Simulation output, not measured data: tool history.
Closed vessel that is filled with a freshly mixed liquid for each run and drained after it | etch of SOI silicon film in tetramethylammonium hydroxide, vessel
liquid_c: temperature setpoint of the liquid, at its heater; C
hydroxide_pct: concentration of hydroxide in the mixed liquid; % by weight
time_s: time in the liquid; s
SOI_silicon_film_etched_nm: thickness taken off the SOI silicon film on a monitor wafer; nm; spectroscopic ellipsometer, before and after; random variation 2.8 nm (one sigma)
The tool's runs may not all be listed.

run 1 day=0.000 | liquid_c=68.0 hydroxide_pct=9.5 time_s=105 | SOI_silicon_film_etched_nm=654.46
run 2 day=0.338 | liquid_c=68.0 hydroxide_pct=9.5 time_s=105 | SOI_silicon_film_etched_nm=659.42
run 3 day=0.633 | liquid_c=68.0 hydroxide_pct=9.5 time_s=115 | SOI_silicon_film_etched_nm=714.94
run 4 day=0.896 | liquid_c=68.0 hydroxide_pct=9.5 time_s=115 | SOI_silicon_film_etched_nm=712.79
run 5 day=1.250 | liquid_c=71.0 hydroxide_pct=9.5 time_s=115 | SOI_silicon_film_etched_nm=847.14
run 6 day=1.354 | liquid_c=67.5 hydroxide_pct=9.5 time_s=115 | SOI_silicon_film_etched_nm=690.48
run 7 day=1.479 | liquid_c=65.5 hydroxide_pct=9.5 time_s=115 | SOI_silicon_film_etched_nm=612.82
run 8 day=1.708 | liquid_c=64.0 hydroxide_pct=9.5 time_s=115 | SOI_silicon_film_etched_nm=557.38
run 9 day=2.083 | liquid_c=58.5 hydroxide_pct=9.5 time_s=115 | SOI_silicon_film_etched_nm=391.18
-- day=2.121 thermometer replaced
run 10 day=2.121 | liquid_c=59.0 hydroxide_pct=9.5 time_s=115 | SOI_silicon_film_etched_nm=441.22

Forecast run 11:
run 11 day=2.367 | liquid_c=58.5 hydroxide_pct=9.5 time_s=115 | SOI_silicon_film_etched_nm=?

Run 11 gave SOI_silicon_film_etched_nm 428.97 nm.
